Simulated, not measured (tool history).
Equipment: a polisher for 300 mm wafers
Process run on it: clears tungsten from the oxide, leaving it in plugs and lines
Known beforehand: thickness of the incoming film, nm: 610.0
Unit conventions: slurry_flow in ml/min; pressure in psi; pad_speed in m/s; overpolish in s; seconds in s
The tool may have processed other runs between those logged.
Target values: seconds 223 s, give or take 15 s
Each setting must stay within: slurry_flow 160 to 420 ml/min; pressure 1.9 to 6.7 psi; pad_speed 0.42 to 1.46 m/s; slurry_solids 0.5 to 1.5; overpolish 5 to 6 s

run 1 hour=0 | slurry_flow=270 pressure=4.3 pad_speed=0.94 slurry_solids=1 overpolish=6 | seconds=134.85
run 2 hour=5.9 | slurry_flow=235 pressure=4.3 pad_speed=0.94 slurry_solids=1 overpolish=6 | seconds=139.78
run 3 hour=11.6 | slurry_flow=235 pressure=3.4 pad_speed=0.94 slurry_solids=1 overpolish=6 | seconds=176.58
run 4 hour=13.6 | slurry_flow=235 pressure=3.2 pad_speed=0.94 slurry_solids=1 overpolish=6 | seconds=182.99
run 5 hour=17 | slurry_flow=265 pressure=3.2 pad_speed=0.94 slurry_solids=1 overpolish=6 | seconds=182.02
run 6 hour=25.1 | slurry_flow=300 pressure=3.2 pad_speed=0.94 slurry_solids=1 overpolish=6 | seconds=178.65
run 7 hour=31.3 | slurry_flow=300 pressure=3 pad_speed=0.94 slurry_solids=1 overpolish=6 | seconds=195.21
run 8 hour=35.4 | slurry_flow=300 pressure=2.9 pad_speed=0.94 slurry_solids=1 overpolish=6 | seconds=196.81
run 9 hour=43.8 | slurry_flow=300 pressure=2.3 pad_speed=0.92 slurry_solids=1 overpolish=6 | seconds=253.89

4 next moves are on the table. One of them brings every result within its allowed miss. Which?
run A hour=52.2 | slurry_flow=360 pressure=1.9 pad_speed=0.98 slurry_solids=1.3 overpolish=6 | seconds=?
run B hour=52.2 | slurry_flow=380 pressure=2.1 pad_speed=1.12 slurry_solids=1.1 overpolish=6 | seconds=?
run C hour=52.2 | slurry_flow=300 pressure=2.1 pad_speed=0.8 slurry_solids=1.05 overpolish=6 | seconds=?
run D hour=52.2 | slurry_flow=295 pressure=2.4 pad_speed=0.96 slurry_solids=0.75 overpolish=6 | seconds=?

move=A seconds=263.02
move=B seconds=219.39
move=C seconds=314.33
move=D seconds=256.04
A: lands further from the targets than the last run did
B: each result inside its tolerance
C: lands further from the targets than the last run did
D: lands further from the targets than the last run did
Correct choice: B, which meets every target
